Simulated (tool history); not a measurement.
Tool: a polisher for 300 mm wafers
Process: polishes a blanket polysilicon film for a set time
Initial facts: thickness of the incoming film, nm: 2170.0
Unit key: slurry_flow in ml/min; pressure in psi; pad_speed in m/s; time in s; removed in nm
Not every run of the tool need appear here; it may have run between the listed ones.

run 1 day=0 | slurry_flow=195 pressure=3.3 pad_speed=1.1 time=44 | removed=386.42
run 2 day=0.283 | slurry_flow=195 pressure=3.9 pad_speed=1.1 time=44 | removed=452.05
run 3 day=0.546 | slurry_flow=205 pressure=4.2 pad_speed=1.1 time=44 | removed=494.39
run 4 day=0.708 | slurry_flow=210 pressure=4.4 pad_speed=1.1 time=44 | removed=517.41
run 5 day=0.738 | slurry_flow=210 pressure=4.6 pad_speed=1.1 time=44 | removed=531.67
run 6 day=0.854 | slurry_flow=210 pressure=4.8 pad_speed=1.1 time=44 | removed=556.31
run 7 day=0.992 | slurry_flow=220 pressure=4.9 pad_speed=1.1 time=44 | removed=572.1

Estimate the outcome of run 8 from the log above:
run 8 day=1.129 | slurry_flow=220 pressure=5 pad_speed=1.1 time=44 | removed=?

Run 8 yielded removed 584.17 nm.
